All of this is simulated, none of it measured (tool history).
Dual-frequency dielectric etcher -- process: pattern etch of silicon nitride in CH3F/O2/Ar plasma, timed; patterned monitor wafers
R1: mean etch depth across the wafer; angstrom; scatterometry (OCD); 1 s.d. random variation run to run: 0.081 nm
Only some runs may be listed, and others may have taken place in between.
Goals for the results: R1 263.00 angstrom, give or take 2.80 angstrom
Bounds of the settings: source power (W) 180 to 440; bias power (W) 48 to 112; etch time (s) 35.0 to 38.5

Run 1, hour 0.0: source power (W) 310, bias power (W) 80, etch time (s) 38.5. Result: R1 276.70 angstrom.
Run 2, hour 7.5: source power (W) 300, bias power (W) 80, etch time (s) 38.5. Result: R1 273.46 angstrom.
Run 3, hour 8.8: source power (W) 290, bias power (W) 80, etch time (s) 38.5. Result: R1 271.38 angstrom.
Run 4, hour 11.8: source power (W) 290, bias power (W) 86, etch time (s) 38.5. Result: R1 277.67 angstrom.
Run 5, hour 17.8: source power (W) 280, bias power (W) 86, etch time (s) 38.5. Result: R1 274.33 angstrom.
Run 6, hour 21.6: source power (W) 280, bias power (W) 94, etch time (s) 38.5. Result: R1 281.30 angstrom.
Run 7, hour 24.2: source power (W) 270, bias power (W) 94, etch time (s) 38.5. Result: R1 280.30 angstrom.
Run 8, hour 24.9: source power (W) 260, bias power (W) 94, etch time (s) 38.5. Result: R1 278.27 angstrom.
Run 9, hour 29.7: source power (W) 250, bias power (W) 94, etch time (s) 38.5. Result: R1 274.45 angstrom.
Run 10, hour 36.6: source power (W) 240, bias power (W) 94, etch time (s) 38.5. Result: R1 272.90 angstrom.
Run 11, hour 40.1: source power (W) 230, bias power (W) 94, etch time (s) 38.5. Result: R1 269.89 angstrom.
Run 12, hour 44.6: source power (W) 220, bias power (W) 94, etch time (s) 38.5. Result: R1 266.26 angstrom.

Of the 5 settings listed for the next run, only one would bring every result within its allowed miss of target. Which one?
Run A, hour 49.1: source power (W) 230, bias power (W) 111, etch time (s) 36.5. Result: R1 ?.
Run B, hour 49.1: source power (W) 210, bias power (W) 106, etch time (s) 37.0. Result: R1 ?.
Run C, hour 49.1: source power (W) 250, bias power (W) 96, etch time (s) 37.5. Result: R1 ?.
Run D, hour 49.1: source power (W) 240, bias power (W) 98, etch time (s) 38.0. Result: R1 ?.
Run E, hour 49.1: source power (W) 230, bias power (W) 100, etch time (s) 38.0. Result: R1 ?.

move      R1
   A  270.21
   B  264.84
   C  270.26
   D  273.11
   E  272.28
A: misses by more than the last run did
B: all results land within tolerance of their targets
C: misses by more than the last run did
D: misses by more than the last run did
E: misses by more than the last run did
Correct choice: B, which meets every target

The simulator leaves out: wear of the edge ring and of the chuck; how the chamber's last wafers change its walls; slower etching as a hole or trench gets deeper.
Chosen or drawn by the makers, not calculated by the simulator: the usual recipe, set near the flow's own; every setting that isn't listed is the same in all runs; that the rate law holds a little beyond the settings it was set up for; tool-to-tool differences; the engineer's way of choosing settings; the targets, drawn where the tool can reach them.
